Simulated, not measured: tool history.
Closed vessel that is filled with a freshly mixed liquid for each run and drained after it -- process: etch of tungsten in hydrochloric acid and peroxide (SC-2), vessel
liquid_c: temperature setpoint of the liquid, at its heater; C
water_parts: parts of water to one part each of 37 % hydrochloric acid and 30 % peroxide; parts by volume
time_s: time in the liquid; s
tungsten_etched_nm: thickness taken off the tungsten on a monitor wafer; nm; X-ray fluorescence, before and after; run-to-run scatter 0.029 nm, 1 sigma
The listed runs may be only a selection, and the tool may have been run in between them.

| run | day | liquid_c | water_parts | time_s | tungsten_etched_nm |
|---|---|---|---|---|---|
| 1 | 0 | 57 | 10 | 30 | 10.169 |
| 2 | 0.167 | 52.5 | 10 | 30 | 7.5315 |
| 3 | 0.321 | 45.5 | 10 | 30 | 4.7469 |
| 4 | 0.392 | 44 | 10 | 30 | 4.3156 |
| 5 | 0.562 | 49 | 10 | 30 | 6.0034 |
| 6 | 0.658 | 52.5 | 10 | 30 | 7.6335 |
| 7 | 0.746 | 48.5 | 10 | 30 | 5.8541 |

Forecast run 8:
| 8 | 0.975 | 46 | 10 | 30 | ? |

{"run 8": {"tungsten_etched_nm": 4.9305}}
